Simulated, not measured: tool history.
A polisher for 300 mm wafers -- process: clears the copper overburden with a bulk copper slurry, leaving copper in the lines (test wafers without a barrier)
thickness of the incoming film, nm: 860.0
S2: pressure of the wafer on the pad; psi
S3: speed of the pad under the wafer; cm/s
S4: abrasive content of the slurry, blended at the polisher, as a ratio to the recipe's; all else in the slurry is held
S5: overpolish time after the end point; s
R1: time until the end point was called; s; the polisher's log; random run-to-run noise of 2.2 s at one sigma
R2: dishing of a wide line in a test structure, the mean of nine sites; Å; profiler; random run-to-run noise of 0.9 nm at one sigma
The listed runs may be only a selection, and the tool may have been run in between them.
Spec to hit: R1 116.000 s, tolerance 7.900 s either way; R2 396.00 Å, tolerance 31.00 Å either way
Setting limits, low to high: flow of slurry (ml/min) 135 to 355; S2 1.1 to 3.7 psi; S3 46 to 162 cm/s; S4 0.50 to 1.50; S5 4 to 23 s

run 1 day=0.000 | flow_of_slurry_(ml/min)=225 S2=2.4 S3=104 S4=1.00 S5=12 | R1=92.364 R2=692.86
run 2 day=0.225 | flow_of_slurry_(ml/min)=225 S2=2.4 S3=104 S4=1.00 S5=9 | R1=92.251 R2=504.39
run 3 day=0.246 | flow_of_slurry_(ml/min)=225 S2=2.3 S3=104 S4=1.00 S5=9 | R1=94.968 R2=507.81
run 4 day=0.392 | flow_of_slurry_(ml/min)=225 S2=2.2 S3=104 S4=1.00 S5=9 | R1=95.944 R2=491.96
run 5 day=0.462 | flow_of_slurry_(ml/min)=225 S2=2.1 S3=102 S4=1.00 S5=9 | R1=102.690 R2=481.85
run 6 day=0.604 | flow_of_slurry_(ml/min)=265 S2=2.1 S3=102 S4=1.00 S5=9 | R1=102.070 R2=495.41
run 7 day=0.642 | flow_of_slurry_(ml/min)=265 S2=2.0 S3=102 S4=1.00 S5=9 | R1=102.090 R2=477.89
run 8 day=0.771 | flow_of_slurry_(ml/min)=265 S2=1.9 S3=102 S4=1.00 S5=9 | R1=109.840 R2=470.31

Pick the move, out of 4, that brings all results within their allowed miss; only one does.
run A day=0.900 | flow_of_slurry_(ml/min)=285 S2=1.9 S3=98 S4=0.85 S5=14 | R1=? R2=?
run B day=0.900 | flow_of_slurry_(ml/min)=210 S2=2.0 S3=98 S4=0.90 S5=11 | R1=? R2=?
run C day=0.900 | flow_of_slurry_(ml/min)=350 S2=1.8 S3=98 S4=1.00 S5=8 | R1=? R2=?
run D day=0.900 | flow_of_slurry_(ml/min)=260 S2=1.9 S3=100 S4=1.10 S5=12 | R1=? R2=?

move=A R1=112.900 R2=585.59
move=B R1=110.140 R2=503.95
move=C R1=112.520 R2=384.39
move=D R1=106.220 R2=548.78
A: lands further from the targets than the last run did
B: lands further from the targets than the last run did
C: each result inside its tolerance
D: lands further from the targets than the last run did
C is the move that brings every result within its allowed miss.
